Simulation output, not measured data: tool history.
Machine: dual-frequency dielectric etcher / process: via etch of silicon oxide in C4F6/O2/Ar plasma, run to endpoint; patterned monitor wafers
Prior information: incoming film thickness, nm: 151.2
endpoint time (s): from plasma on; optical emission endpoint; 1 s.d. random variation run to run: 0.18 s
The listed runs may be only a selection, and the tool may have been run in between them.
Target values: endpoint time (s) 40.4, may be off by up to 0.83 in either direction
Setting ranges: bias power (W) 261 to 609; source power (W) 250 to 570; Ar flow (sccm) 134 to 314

run	day	bias power (W)	source power (W)	Ar flow (sccm)	endpoint time (s)
1	0	435	410	224	37.105
2	0.175	427	410	224	37.314
3	0.412	419	410	224	37.501
4	0.554	483	410	224	35.884
5	0.6	470	410	224	36.412
6	0.671	458	410	224	36.4
7	0.858	447	410	224	36.462
8	0.912	436	410	224	36.977
9	1.083	426	410	224	36.873
10	1.188	418	400	225	37.501
11	1.304	409	400	226	38.047
12	1.4	402	400	226	37.904
13	1.471	395	400	226	38.373
14	1.688	389	400	226	38.202
15	1.867	383	400	226	38.581
16	2.162	378	400	226	38.621

Pick the move, out of 4, that brings all results within their allowed miss; only one does.
A	2.458	364	360	241	?
B	2.458	289	360	211	?
C	2.458	367	410	217	?
D	2.458	274	380	216	?

move	endpoint time (s)
A	40.861
B	42.722
C	38.652
D	42.464
A: each result inside its tolerance
B: takes the result that was furthest off past its target
C: no nearer and no further than the last run
D: takes the result that was furthest off past its target
The right move is A.
